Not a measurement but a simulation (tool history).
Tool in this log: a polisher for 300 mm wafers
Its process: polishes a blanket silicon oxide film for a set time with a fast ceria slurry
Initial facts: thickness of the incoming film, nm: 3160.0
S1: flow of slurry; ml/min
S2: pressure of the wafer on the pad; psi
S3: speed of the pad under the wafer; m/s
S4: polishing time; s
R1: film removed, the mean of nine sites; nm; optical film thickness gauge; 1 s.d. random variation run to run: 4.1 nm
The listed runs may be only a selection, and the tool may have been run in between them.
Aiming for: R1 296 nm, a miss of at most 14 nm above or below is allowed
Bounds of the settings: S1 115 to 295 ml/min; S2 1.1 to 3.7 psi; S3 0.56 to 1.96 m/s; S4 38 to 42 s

run  hour   S1   S2    S3  S4      R1
  1     0  190  2.4  1.26  42  682.83
  2   8.1  190  2.1  1.16  42  574.55
  3     9  190  1.9  1.16  42  506.48
  4    12  190  1.9  1.16  42  521.68
  5  17.1  190  1.9  0.98  42  464.16
  6  23.7  190  1.9  0.98  38  413.19
  7  28.2  190  1.7  0.98  38  375.01
  8  32.8  190  1.6  0.98  38  350.03
  9  38.3  190  1.2  0.96  38  265.16

Next run, 5 choices. One meets every target within its allowed miss, the rest don't. Which?
  A  43.8  185  1.2  0.84  41   ?
  B  43.8  230  1.2  0.78  38   ?
  C  43.8  195  1.1  0.84  39   ?
  D  43.8  190  1.4  0.92  38   ?
  E  43.8  175  1.2  0.78  41   ?

move      R1
   A  264.05
   B  238.35
   C  232.66
   D  301.33
   E  250.48
A: roughly where the last run was
B: misses by more than the last run did
C: misses by more than the last run did
D: meets every target
E: misses by more than the last run did
The move that meets every target is D.
